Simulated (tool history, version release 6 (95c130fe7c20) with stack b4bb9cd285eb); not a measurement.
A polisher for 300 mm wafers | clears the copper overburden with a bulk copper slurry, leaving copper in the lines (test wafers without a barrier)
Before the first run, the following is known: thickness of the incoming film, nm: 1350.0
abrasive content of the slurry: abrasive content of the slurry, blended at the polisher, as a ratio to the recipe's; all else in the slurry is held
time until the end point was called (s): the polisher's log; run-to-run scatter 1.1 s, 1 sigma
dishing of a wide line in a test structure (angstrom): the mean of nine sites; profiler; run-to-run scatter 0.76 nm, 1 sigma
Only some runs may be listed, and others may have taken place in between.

run  hour  flow of slurry (ml/min)  pressure of the wafer on the pad (kPa)  speed of the pad under the wafer (cm/s)  abrasive content of the slurry  overpolish time after the end point (s)  time until the end point was called (s)  dishing of a wide line in a test structure (angstrom)
  1   0.0                      160                                    17.9                                      138                            1.00                                       14                                  108.980                                                 617.18
  2   5.4                      160                                    17.9                                      138                            0.85                                       14                                  110.300                                                 612.86
  3  14.3                      160                                    18.6                                      140                            0.85                                       13                                  105.000                                                 601.83
  4  15.7                      160                                    19.3                                      140                            0.85                                       12                                  100.650                                                 603.25
  5  21.9                      160                                    19.3                                      140                            0.85                                       11                                  104.170                                                 567.88
  6  28.9                      160                                    20.0                                      140                            0.85                                       10                                   96.890                                                 546.13

Run 7, settings as shown, results not yet in. Your forecast:
  7  33.8                      165                                    21.4                                      140                            0.85                                        9                                        ?                                                      ?

{"run 7": {"time until the end point was called (s)": 92.066, "dishing of a wide line in a test structure (angstrom)": 562.88}}
